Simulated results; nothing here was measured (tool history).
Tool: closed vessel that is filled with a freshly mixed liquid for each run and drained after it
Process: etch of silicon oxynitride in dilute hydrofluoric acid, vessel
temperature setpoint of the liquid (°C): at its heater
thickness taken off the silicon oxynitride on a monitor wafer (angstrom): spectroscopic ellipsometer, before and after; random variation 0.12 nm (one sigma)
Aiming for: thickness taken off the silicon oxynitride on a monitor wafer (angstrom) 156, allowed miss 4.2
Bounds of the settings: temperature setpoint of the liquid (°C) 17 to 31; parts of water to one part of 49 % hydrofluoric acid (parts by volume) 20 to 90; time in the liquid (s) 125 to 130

run	hour	temperature setpoint of the liquid (°C)	parts of water to one part of 49 % hydrofluoric acid (parts by volume)	time in the liquid (s)	thickness taken off the silicon oxynitride on a monitor wafer (angstrom)
1	0	23	50	125	127.02
2	2.4	24.5	50	125	136.4
3	4.4	25.5	50	125	144.02
4	8.3	26	50	125	146.2
5	12.8	26.5	50	125	150.97
6	17.9	23	50	125	127.68
7	20.4	24.5	50	125	136.08
8	26.3	25.5	50	125	145.48
9	33.7	26	50	125	146.95
10	34.9	26.5	50	125	149.76

Pick the move, out of 4, that brings all results within their allowed miss; only one does.
A	36.1	25.5	50	125	?
B	36.1	29	50	125	?
C	36.1	23.5	45	125	?
D	36.1	26.5	50	130	?

move	thickness taken off the silicon oxynitride on a monitor wafer (angstrom)
A	142.94
B	168.84
C	144.68
D	155.98
A: misses by more than the last run did
B: takes the result that was furthest off past its target
C: misses by more than the last run did
D: every result within its allowed miss
The move that meets every target is D.

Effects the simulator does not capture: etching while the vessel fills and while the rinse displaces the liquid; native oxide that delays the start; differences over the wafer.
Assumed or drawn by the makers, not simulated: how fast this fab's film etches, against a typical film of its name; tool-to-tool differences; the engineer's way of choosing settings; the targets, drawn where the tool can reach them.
